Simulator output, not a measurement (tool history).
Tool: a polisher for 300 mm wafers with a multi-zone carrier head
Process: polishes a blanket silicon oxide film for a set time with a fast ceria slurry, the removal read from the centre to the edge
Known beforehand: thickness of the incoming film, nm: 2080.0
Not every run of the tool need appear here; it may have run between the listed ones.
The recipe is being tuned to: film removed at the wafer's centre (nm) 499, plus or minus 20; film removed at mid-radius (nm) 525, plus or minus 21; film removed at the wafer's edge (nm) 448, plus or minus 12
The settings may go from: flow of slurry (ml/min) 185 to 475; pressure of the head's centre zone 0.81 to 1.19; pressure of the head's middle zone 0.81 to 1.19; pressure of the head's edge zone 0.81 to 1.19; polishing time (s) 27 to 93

run	hour	flow of slurry (ml/min)	pressure of the head's centre zone	pressure of the head's middle zone	pressure of the head's edge zone	polishing time (s)	film removed at the wafer's centre (nm)	film removed at mid-radius (nm)	film removed at the wafer's edge (nm)
1	0	305	1	1	1	59	737.9	742.88	745.31
2	3	305	1	1.04	1	59	741.56	770.66	741.07
3	10.5	305	1	1.05	0.97	54	668.06	707.35	673.32
4	17.8	305	1.02	1.07	0.94	50	646.03	669.12	621.25
5	26.4	260	1.02	1.07	0.94	50	618.86	667.03	610.45
6	28.2	260	1.03	1.08	0.92	47	589.69	621.15	559.96
7	29.3	250	1.03	1.08	0.9	46	573.9	604.81	552.34
8	37.7	245	1.04	1.09	0.89	44	559.5	589.8	519.99
9	43.9	240	1.04	1.09	0.87	43	533.78	568.92	503.03
10	52.3	235	1.05	1.09	0.86	42	529.26	544.06	486.61
11	56.5	230	1.05	1.1	0.85	42	526.25	549.28	479.43
12	61.5	230	1.05	1.1	0.85	42	517.21	550.32	479.81
13	64.5	225	1.05	1.1	0.84	42	518.44	546.15	471.26
14	72.3	220	1.05	1.1	0.83	42	520.17	542.41	472.23
15	80.7	215	1.05	1.1	0.83	42	524.07	555.56	474.9
16	87.2	215	1.05	1.1	0.83	41	512.89	537.28	459.14

Below are 4 possible settings for the next run. Only one of them brings all results inside the allowed miss of their targets. Which is it?
A	93.7	200	1.08	1.05	0.87	43	?	?	?
B	93.7	185	1.15	1.02	0.81	40	?	?	?
C	93.7	230	1.04	1.04	0.92	40	?	?	?
D	93.7	315	1.05	1.1	0.85	38	?	?	?

move	film removed at the wafer's centre (nm)	film removed at mid-radius (nm)	film removed at the wafer's edge (nm)
A	550.43	527.83	494.03
B	535.94	472.07	440.72
C	505.83	498.2	479.46
D	506.47	516.03	451.98
A: moves away from the targets compared with the last run
B: corrects the largest miss of the last run, while another result sits out of spec
C: moves away from the targets compared with the last run
D: all results in spec
Correct choice: D, which meets every target
